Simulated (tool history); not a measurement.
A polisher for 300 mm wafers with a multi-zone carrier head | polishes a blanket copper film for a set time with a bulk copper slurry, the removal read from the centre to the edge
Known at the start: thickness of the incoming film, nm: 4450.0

run,hour,flow of slurry (ml/min),pressure of the head's centre zone,pressure of the head's middle zone,pressure of the head's edge zone,abrasive content of the slurry,polishing time (s),film removed at the wafer's centre (nm),film removed at mid-radius (nm),film removed at the wafer's edge (nm)
1,0,170,1,1,1,1,72,590.56,588.3,590.7
2,0.6,175,1,1.01,1.01,1.05,72,601.24,577.45,609.59
3,1.7,150,1,1.01,1.01,1.05,72,584.02,568.72,587.53
4,7.9,130,1,1.01,1.01,1.05,72,561.95,539.9,580.17
# hour 16.3: edge zone pressure recalibrated
5,16.3,140,1,1.02,1.02,1.05,72,577.67,568.1,572.39
6,21.5,150,1,1.03,1.02,1.1,72,593.33,592.38,578.7
7,22.1,160,0.99,1.03,1.03,1.1,73,600.01,605.9,596.33

Forecast run 8:
8,29.3,210,1.04,1.13,1.13,1.35,74,?,?,?

Run 8 gave film removed at the wafer's centre (nm) 710.51, film removed at mid-radius (nm) 732.03, film removed at the wafer's edge (nm) 685.55.

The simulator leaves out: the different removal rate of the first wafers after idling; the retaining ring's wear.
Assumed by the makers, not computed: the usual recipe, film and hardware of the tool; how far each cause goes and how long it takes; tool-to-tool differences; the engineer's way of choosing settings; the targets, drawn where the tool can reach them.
